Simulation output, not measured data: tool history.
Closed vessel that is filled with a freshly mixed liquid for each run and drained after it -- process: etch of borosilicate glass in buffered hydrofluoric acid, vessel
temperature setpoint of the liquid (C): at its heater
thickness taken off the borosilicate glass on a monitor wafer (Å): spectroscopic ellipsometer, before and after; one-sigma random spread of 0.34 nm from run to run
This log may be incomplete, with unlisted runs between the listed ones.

| run | hour | temperature setpoint of the liquid (C) | parts of 40 % ammonium fluoride to one part of 49 % hydrofluoric acid (parts by volume) | time in the liquid (s) | thickness taken off the borosilicate glass on a monitor wafer (Å) |
|---|---|---|---|---|---|
| 1 | 0 | 23 | 12 | 30 | 364.46 |
| 2 | 2.9 | 25.5 | 12 | 30 | 420.93 |
| 3 | 4.4 | 25.5 | 14.5 | 30 | 347.83 |
| 4 | 5.8 | 27 | 12.5 | 30 | 437.18 |
| 5 | 8.4 | 27 | 15 | 30 | 363.86 |
| 6 | 16.8 | 27 | 15 | 30 | 365.8 |

Run 7 is up next; what results do you expect?
| 7 | 25.7 | 31 | 11 | 30 | ? |

thickness taken off the borosilicate glass on a monitor wafer (Å): 608.38
